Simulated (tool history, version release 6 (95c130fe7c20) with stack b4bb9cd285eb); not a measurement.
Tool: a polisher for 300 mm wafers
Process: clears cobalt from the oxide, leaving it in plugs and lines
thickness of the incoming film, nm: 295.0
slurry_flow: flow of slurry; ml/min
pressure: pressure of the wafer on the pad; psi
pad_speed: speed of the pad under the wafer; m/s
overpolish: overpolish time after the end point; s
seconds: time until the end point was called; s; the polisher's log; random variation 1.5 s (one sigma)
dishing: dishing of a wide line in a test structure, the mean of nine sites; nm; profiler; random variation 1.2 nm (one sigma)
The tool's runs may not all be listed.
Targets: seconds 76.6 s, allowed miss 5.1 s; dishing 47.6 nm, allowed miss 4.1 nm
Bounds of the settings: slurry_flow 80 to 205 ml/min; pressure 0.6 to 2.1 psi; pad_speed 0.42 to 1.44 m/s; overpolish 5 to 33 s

run,day,slurry_flow,pressure,pad_speed,overpolish,seconds,dishing
1,0,135,1.3,0.92,17,100.99,38.456
2,0.354,135,1.3,0.74,17,119.56,34.509
3,0.612,135,1.5,0.76,17,102.58,37.457
4,0.683,135,1.4,0.76,17,114.62,38.524
5,0.717,135,1.2,0.76,17,134.99,32.923
6,1,135,1.2,0.9,17,113.86,36.215
7,1.096,135,1.3,0.9,17,101.93,40.341
8,1.154,140,1.6,0.92,15,82.929,42.735

Which of these 4 next moves meets every target?
A,1.212,140,1.6,0.8,23,?,?
B,1.212,145,1.7,0.78,15,?,?
C,1.212,135,1.6,0.98,17,?,?
D,1.212,125,1.6,0.84,16,?,?

move,seconds,dishing
A,92.569,49.198
B,88.696,38.802
C,77.377,45.766
D,90.585,39.944
A: further off than the last run
B: further off than the last run
C: meets every target
D: further off than the last run
Move C is the one to make.
